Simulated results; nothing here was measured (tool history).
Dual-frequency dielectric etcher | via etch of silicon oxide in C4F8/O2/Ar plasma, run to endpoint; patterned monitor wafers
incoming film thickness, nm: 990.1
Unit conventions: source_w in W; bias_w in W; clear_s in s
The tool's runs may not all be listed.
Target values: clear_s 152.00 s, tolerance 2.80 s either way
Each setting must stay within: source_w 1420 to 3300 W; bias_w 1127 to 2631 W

{"run": 1, "day": 0.0, "source_w": 2360, "bias_w": 1879, "clear_s": 167.54}
{"run": 2, "day": 0.112, "source_w": 2510, "bias_w": 1903, "clear_s": 164.07}
{"run": 3, "day": 0.325, "source_w": 2510, "bias_w": 2019, "clear_s": 163.01}
{"run": 4, "day": 0.554, "source_w": 2290, "bias_w": 2019, "clear_s": 168.64}
{"run": 5, "day": 0.629, "source_w": 2460, "bias_w": 2054, "clear_s": 162.08}
{"run": 6, "day": 0.812, "source_w": 2460, "bias_w": 1739, "clear_s": 169.96}
{"run": 7, "day": 0.879, "source_w": 2930, "bias_w": 1849, "clear_s": 158.87}
{"day": 1.246, "done": "wet clean of the chamber"}
{"run": 8, "day": 1.246, "source_w": 3010, "bias_w": 1877, "clear_s": 160.89}
{"run": 9, "day": 1.442, "source_w": 3090, "bias_w": 1973, "clear_s": 159.82}
{"run": 10, "day": 1.696, "source_w": 3150, "bias_w": 2164, "clear_s": 156.35}

Pick the move, out of 4, that brings all results within their allowed miss; only one does.
{"run": "A", "day": 1.95, "source_w": 3000, "bias_w": 1852, "clear_s": "?"}
{"run": "B", "day": 1.95, "source_w": 3030, "bias_w": 2169, "clear_s": "?"}
{"run": "C", "day": 1.95, "source_w": 2980, "bias_w": 2224, "clear_s": "?"}
{"run": "D", "day": 1.95, "source_w": 3300, "bias_w": 2194, "clear_s": "?"}

move=A clear_s=164.80
move=B clear_s=158.34
move=C clear_s=158.21
move=D clear_s=153.69
A: lands further from the targets than the last run did
B: lands further from the targets than the last run did
C: lands further from the targets than the last run did
D: all results land within tolerance of their targets
Move D is the one to make.
